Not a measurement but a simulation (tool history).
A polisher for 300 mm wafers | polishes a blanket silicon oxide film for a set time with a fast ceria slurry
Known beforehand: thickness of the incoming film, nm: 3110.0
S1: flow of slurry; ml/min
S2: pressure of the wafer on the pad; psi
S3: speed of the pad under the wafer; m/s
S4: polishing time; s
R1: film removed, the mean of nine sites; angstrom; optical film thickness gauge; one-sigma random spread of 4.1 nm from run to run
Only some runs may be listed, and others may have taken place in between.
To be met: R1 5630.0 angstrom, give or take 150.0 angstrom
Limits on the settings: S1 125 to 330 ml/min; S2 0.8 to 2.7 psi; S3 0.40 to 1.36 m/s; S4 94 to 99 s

Run 1, day 0.000: S1 210 ml/min, S2 1.7 psi, S3 0.88 m/s, S4 94 s. Result: R1 6724.2 angstrom.
Run 2, day 0.108: S1 210 ml/min, S2 1.3 psi, S3 0.88 m/s, S4 94 s. Result: R1 5195.2 angstrom.
Run 3, day 0.392: S1 210 ml/min, S2 1.3 psi, S3 0.88 m/s, S4 94 s. Result: R1 5229.5 angstrom.
Run 4, day 0.708: S1 210 ml/min, S2 1.7 psi, S3 0.88 m/s, S4 94 s. Result: R1 6750.0 angstrom.
Run 5, day 0.825: S1 205 ml/min, S2 1.6 psi, S3 0.88 m/s, S4 94 s. Result: R1 6320.1 angstrom.
Run 6, day 0.942: S1 205 ml/min, S2 1.5 psi, S3 0.88 m/s, S4 94 s. Result: R1 6069.0 angstrom.
Run 7, day 1.183: S1 215 ml/min, S2 1.5 psi, S3 0.88 m/s, S4 94 s. Result: R1 6050.7 angstrom.
Run 8, day 1.262: S1 200 ml/min, S2 1.5 psi, S3 0.88 m/s, S4 94 s. Result: R1 6008.0 angstrom.

Which one of the following 4 next-run settings gets every result inside its allowed miss? There is exactly one.
Run A, day 1.342: S1 220 ml/min, S2 1.5 psi, S3 0.94 m/s, S4 99 s. Result: R1 ?.
Run B, day 1.342: S1 190 ml/min, S2 1.4 psi, S3 0.88 m/s, S4 96 s. Result: R1 ?.
Run C, day 1.342: S1 185 ml/min, S2 1.3 psi, S3 1.02 m/s, S4 98 s. Result: R1 ?.
Run D, day 1.342: S1 230 ml/min, S2 1.6 psi, S3 0.84 m/s, S4 97 s. Result: R1 ?.

move      R1
   A  6730.5
   B  5652.8
   C  6187.3
   D  6317.7
A: lands further from the targets than the last run did
B: each result inside its tolerance
C: lands further from the targets than the last run did
D: lands further from the targets than the last run did
Move B is the one to make.

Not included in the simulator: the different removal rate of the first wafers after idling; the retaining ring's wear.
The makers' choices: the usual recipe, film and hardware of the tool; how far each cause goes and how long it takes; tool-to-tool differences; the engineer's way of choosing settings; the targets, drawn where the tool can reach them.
